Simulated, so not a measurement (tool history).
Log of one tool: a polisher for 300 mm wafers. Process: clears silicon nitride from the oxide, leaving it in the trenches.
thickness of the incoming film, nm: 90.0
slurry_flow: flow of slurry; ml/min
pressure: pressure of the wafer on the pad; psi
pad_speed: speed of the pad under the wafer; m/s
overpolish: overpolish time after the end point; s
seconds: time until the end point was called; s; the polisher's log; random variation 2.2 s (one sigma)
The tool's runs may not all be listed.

{"run": 1, "hour": 0.0, "slurry_flow": 275, "pressure": 2.2, "pad_speed": 1.06, "overpolish": 42, "seconds": 117.5}
{"run": 2, "hour": 5.7, "slurry_flow": 275, "pressure": 2.2, "pad_speed": 0.92, "overpolish": 42, "seconds": 130.28}
{"run": 3, "hour": 12.5, "slurry_flow": 275, "pressure": 2.6, "pad_speed": 0.92, "overpolish": 42, "seconds": 110.63}
{"run": 4, "hour": 13.9, "slurry_flow": 275, "pressure": 2.9, "pad_speed": 0.92, "overpolish": 42, "seconds": 100.46}
{"run": 5, "hour": 17.8, "slurry_flow": 275, "pressure": 2.9, "pad_speed": 0.92, "overpolish": 45, "seconds": 101.12}
{"run": 6, "hour": 19.8, "slurry_flow": 275, "pressure": 2.9, "pad_speed": 0.92, "overpolish": 42, "seconds": 99.128}
{"run": 7, "hour": 21.1, "slurry_flow": 275, "pressure": 2.7, "pad_speed": 0.92, "overpolish": 42, "seconds": 108.25}
{"run": 8, "hour": 21.8, "slurry_flow": 275, "pressure": 2.5, "pad_speed": 0.92, "overpolish": 42, "seconds": 116.53}
{"run": 9, "hour": 24.2, "slurry_flow": 275, "pressure": 2.3, "pad_speed": 0.92, "overpolish": 42, "seconds": 123.03}
{"hour": 31.6, "done": "head pressure recalibrated"}
{"run": 10, "hour": 31.6, "slurry_flow": 275, "pressure": 2.1, "pad_speed": 0.92, "overpolish": 42, "seconds": 144.41}

Run 11 comes next. What will it give?
{"run": 11, "hour": 39.8, "slurry_flow": 275, "pressure": 2.0, "pad_speed": 0.92, "overpolish": 42, "seconds": "?"}

seconds: 149.690 s

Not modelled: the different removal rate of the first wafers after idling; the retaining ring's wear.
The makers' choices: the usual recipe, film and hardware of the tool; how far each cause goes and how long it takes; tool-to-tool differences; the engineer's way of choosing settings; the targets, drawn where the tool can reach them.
